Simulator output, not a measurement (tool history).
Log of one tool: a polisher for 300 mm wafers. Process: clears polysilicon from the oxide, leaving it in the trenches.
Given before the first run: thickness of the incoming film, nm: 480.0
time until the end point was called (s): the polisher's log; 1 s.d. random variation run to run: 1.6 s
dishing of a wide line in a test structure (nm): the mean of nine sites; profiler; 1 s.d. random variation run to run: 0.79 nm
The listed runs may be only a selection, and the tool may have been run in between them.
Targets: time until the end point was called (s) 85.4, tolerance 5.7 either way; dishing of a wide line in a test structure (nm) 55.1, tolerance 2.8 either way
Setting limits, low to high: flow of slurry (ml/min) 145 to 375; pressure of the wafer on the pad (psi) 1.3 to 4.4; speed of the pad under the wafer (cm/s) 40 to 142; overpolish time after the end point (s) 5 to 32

run,day,flow of slurry (ml/min),pressure of the wafer on the pad (psi),speed of the pad under the wafer (cm/s),overpolish time after the end point (s),time until the end point was called (s),dishing of a wide line in a test structure (nm)
1,0,240,2.8,90,16,44.158,60.864
2,0.171,185,2.8,90,16,44.753,62.419
3,0.479,185,2.4,86,16,54.118,59.592
4,0.688,230,2.4,86,16,53.82,57.929
5,1.042,225,2.1,84,17,61.354,57.493
6,1.325,225,2.1,84,24,61.274,63.329
7,1.362,225,2.1,84,24,64.334,62.292
8,1.692,225,2.1,84,24,62.618,63.461
9,1.979,230,1.9,82,23,71.326,59.823
10,2.133,230,1.8,82,22,73.051,61.01

Exactly one of the 5 candidate moves below puts every result within its allowed miss. Which one?
A,2.288,300,1.3,98,19,?,?
B,2.288,160,1.7,78,26,?,?
C,2.288,255,1.8,62,30,?,?
D,2.288,265,1.3,98,32,?,?
E,2.288,240,1.5,70,25,?,?

move,time until the end point was called (s),dishing of a wide line in a test structure (nm)
A,82.628,54.336
B,85.068,59.505
C,95.777,59.88
D,83.483,62.506
E,101.93,55.63
A: every result lands within tolerance
B: corrects the largest miss of the last run, while another result sits out of spec
C: pushes the last run's worst result past its target
D: corrects the largest miss of the last run, while another result sits out of spec
E: pushes the last run's worst result past its target
Correct choice: A, which meets every target
